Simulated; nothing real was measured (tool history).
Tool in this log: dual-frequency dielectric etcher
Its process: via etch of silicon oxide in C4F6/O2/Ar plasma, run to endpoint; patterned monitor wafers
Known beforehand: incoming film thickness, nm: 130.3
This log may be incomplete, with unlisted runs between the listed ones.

run	hour	bias power (W)	source power (W)	Ar flow (sccm)	endpoint time (s)
1	0	476	440	344	28.444
2	8.4	476	440	305	28.033
3	12.7	476	480	305	27.562
4	16.4	476	480	328	27.916
5	24.6	456	460	344	28.88
6	25.5	456	510	344	27.918
7	29	438	490	354	29.009
8	32.1	422	470	362	29.839
9	37.3	327	380	409	36.247
10	38.5	323	380	410	36.197
11	42.1	319	380	411	36.316
12	42.9	316	380	412	36.348
13	44	316	380	412	36.492
14	46.9	316	380	412	36.458

Run 15, settings as shown, results not yet in. Your forecast:
15	51.8	313	380	413	?

endpoint time (s): 36.529

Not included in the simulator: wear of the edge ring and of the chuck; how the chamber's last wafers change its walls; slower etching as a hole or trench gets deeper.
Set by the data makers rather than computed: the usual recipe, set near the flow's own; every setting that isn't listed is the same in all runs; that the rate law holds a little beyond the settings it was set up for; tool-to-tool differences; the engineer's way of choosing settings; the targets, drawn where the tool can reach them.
